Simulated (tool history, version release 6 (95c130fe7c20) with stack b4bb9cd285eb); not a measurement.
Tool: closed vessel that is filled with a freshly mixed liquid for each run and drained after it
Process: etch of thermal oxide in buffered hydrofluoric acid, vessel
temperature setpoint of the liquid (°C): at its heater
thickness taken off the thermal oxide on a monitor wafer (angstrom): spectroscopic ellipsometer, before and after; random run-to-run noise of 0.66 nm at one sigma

run,hour,temperature setpoint of the liquid (°C),parts of 40 % ammonium fluoride to one part of 49 % hydrofluoric acid (parts by volume),time in the liquid (s),thickness taken off the thermal oxide on a monitor wafer (angstrom)
1,0.0,24.0,8.0,95,1291.2
2,5.0,22.5,8.0,95,1193.0
3,12.1,22.5,8.0,105,1326.9
4,19.9,22.0,8.0,105,1291.5
5,28.5,21.5,8.0,105,1258.3
6,34.1,21.5,8.0,95,1128.0
# hour 38.2: thermometer replaced
7,38.2,21.0,8.0,95,1234.4

Run 8 is up next; what results do you expect?
8,46.7,21.0,8.5,95,?

{"run 8": {"thickness taken off the thermal oxide on a monitor wafer (angstrom)": 1150.6}}
